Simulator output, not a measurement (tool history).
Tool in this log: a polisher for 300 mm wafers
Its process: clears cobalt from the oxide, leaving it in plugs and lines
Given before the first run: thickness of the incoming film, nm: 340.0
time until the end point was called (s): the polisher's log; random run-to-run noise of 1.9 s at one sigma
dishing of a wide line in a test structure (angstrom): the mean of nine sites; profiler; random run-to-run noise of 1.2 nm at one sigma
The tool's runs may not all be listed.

run,hour,flow of slurry (ml/min),pressure of the wafer on the pad (kPa),speed of the pad under the wafer (cm/s),overpolish time after the end point (s),time until the end point was called (s),dishing of a wide line in a test structure (angstrom)
1,0.0,215,11.0,124,29,61.671,646.82
2,6.7,215,13.8,124,29,49.492,663.26
3,14.2,215,13.8,152,29,39.910,679.06
4,20.3,215,15.9,152,29,36.733,671.73
5,28.5,215,15.9,124,29,43.787,652.51
6,34.7,215,13.1,124,29,52.555,669.84
7,36.2,200,11.7,110,24,64.585,569.86
8,40.2,195,10.3,102,24,79.651,538.42
9,44.4,190,9.0,100,25,91.185,541.52
10,51.7,190,8.3,100,25,99.939,515.73

For run 11, what comes out?
11,58.0,190,7.6,100,26,?,?

{"run 11": {"time until the end point was called (s)": 106.49, "dishing of a wide line in a test structure (angstrom)": 486.38}}
